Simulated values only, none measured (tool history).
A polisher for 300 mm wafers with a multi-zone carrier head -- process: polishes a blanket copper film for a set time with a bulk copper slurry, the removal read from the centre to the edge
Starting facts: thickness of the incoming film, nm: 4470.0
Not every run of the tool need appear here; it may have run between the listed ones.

run	day	flow of slurry (ml/min)	pressure of the head's centre zone	pressure of the head's middle zone	pressure of the head's edge zone	abrasive content of the slurry	polishing time (s)	film removed at the wafer's centre (Å)	film removed at mid-radius (Å)	film removed at the wafer's edge (Å)
1	0	290	1	1	1	1	44	4617.2	4249.2	4535.8
2	0.183	220	1	1	1	1	44	4489.7	4084.8	4424.9
3	0.342	220	0.98	0.98	0.97	0.9	40	3897.1	3590.4	3855.4
4	0.529	220	0.92	0.98	0.97	0.9	40	3680.7	3572.4	3789.6
5	0.754	220	0.92	0.98	0.97	0.9	50	4649.5	4486.8	4748.2
6	0.875	220	0.92	0.94	0.97	0.9	50	4601.1	4326.7	4859.6
7	1.05	215	0.91	0.93	0.94	0.8	45	3962.2	3737.2	4101.4
8	1.217	210	0.9	0.92	0.92	0.75	42	3601.8	3362.8	3787
9	1.438	210	0.9	0.93	0.9	0.7	39	3314.4	3134.9	3376

Forecast run 10:
10	1.467	210	0.84	0.84	0.81	0.5	29	?	?	?

Run 10 yielded film removed at the wafer's centre (Å) 2117.2, film removed at mid-radius (Å) 1927.8, film removed at the wafer's edge (Å) 2172.8.
